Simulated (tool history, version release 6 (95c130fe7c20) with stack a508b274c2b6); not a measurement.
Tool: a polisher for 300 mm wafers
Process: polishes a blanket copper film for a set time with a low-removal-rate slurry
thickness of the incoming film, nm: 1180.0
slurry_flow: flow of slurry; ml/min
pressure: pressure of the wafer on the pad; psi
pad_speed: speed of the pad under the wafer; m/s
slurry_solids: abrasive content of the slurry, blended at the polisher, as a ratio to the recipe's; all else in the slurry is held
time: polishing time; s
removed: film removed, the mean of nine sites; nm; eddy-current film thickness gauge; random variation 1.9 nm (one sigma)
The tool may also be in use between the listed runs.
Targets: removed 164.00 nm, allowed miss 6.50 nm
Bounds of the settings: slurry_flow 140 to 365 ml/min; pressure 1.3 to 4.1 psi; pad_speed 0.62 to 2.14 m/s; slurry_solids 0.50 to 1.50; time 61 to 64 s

run	hour	slurry_flow	pressure	pad_speed	slurry_solids	time	removed
1	0.0	235	2.7	1.38	1.00	61	264.87
2	8.6	235	2.7	1.16	1.00	61	225.67
3	12.7	235	2.7	0.92	1.00	61	178.62
4	16.4	285	2.7	0.92	1.00	61	183.32
5	21.1	285	2.1	0.92	1.00	61	143.47
6	22.6	285	2.1	0.92	0.90	61	142.11
7	25.2	285	2.2	0.92	0.90	61	146.08
8	26.7	285	2.3	0.92	0.90	61	154.36

5 next moves are on the table. One of them brings every result within its allowed miss. Which?
A	28.2	305	2.2	0.90	0.70	64	?
B	28.2	260	2.4	0.78	1.05	61	?
C	28.2	275	2.4	0.80	0.85	64	?
D	28.2	265	2.5	0.82	0.95	61	?
E	28.2	300	2.4	0.88	0.90	64	?

move	removed
A	144.39
B	141.24
C	144.79
D	149.99
E	162.22
A: further off than the last run
B: further off than the last run
C: further off than the last run
D: further off than the last run
E: meets every target
The right move is E.

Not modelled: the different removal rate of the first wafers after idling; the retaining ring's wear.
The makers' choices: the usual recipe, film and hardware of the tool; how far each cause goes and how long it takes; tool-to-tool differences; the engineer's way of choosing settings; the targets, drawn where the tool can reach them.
